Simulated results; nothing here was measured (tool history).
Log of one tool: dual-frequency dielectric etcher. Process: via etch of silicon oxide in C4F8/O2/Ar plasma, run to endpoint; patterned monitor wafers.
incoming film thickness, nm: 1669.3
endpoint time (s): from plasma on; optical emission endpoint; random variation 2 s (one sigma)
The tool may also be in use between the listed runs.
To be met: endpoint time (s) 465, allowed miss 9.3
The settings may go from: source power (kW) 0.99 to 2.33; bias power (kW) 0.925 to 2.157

{"run": 1, "day": 0.0, "source power (kW)": 1.66, "bias power (kW)": 1.541, "endpoint time (s)": 392.63}
{"run": 2, "day": 0.338, "source power (kW)": 1.48, "bias power (kW)": 1.541, "endpoint time (s)": 412.44}
{"run": 3, "day": 0.421, "source power (kW)": 1.68, "bias power (kW)": 1.541, "endpoint time (s)": 390.21}
{"run": 4, "day": 0.45, "source power (kW)": 1.89, "bias power (kW)": 1.541, "endpoint time (s)": 374.4}
{"run": 5, "day": 0.642, "source power (kW)": 1.63, "bias power (kW)": 1.459, "endpoint time (s)": 402.25}
{"run": 6, "day": 0.904, "source power (kW)": 1.63, "bias power (kW)": 1.353, "endpoint time (s)": 409.49}
{"run": 7, "day": 0.95, "source power (kW)": 1.48, "bias power (kW)": 1.319, "endpoint time (s)": 433.3}
{"run": 8, "day": 1.275, "source power (kW)": 1.4, "bias power (kW)": 1.306, "endpoint time (s)": 438.61}

4 next moves are on the table. One of them brings every result within its allowed miss. Which?
{"run": "A", "day": 1.6, "source power (kW)": 1.46, "bias power (kW)": 1.374, "endpoint time (s)": "?"}
{"run": "B", "day": 1.6, "source power (kW)": 1.32, "bias power (kW)": 1.162, "endpoint time (s)": "?"}
{"run": "C", "day": 1.6, "source power (kW)": 1.38, "bias power (kW)": 1.429, "endpoint time (s)": "?"}
{"run": "D", "day": 1.6, "source power (kW)": 1.42, "bias power (kW)": 1.338, "endpoint time (s)": "?"}

move=A endpoint_time_(s)=425.86
move=B endpoint_time_(s)=462.1
move=C endpoint_time_(s)=431.01
move=D endpoint_time_(s)=433.46
A: further off than the last run
B: meets every target
C: further off than the last run
D: further off than the last run
Answer: B
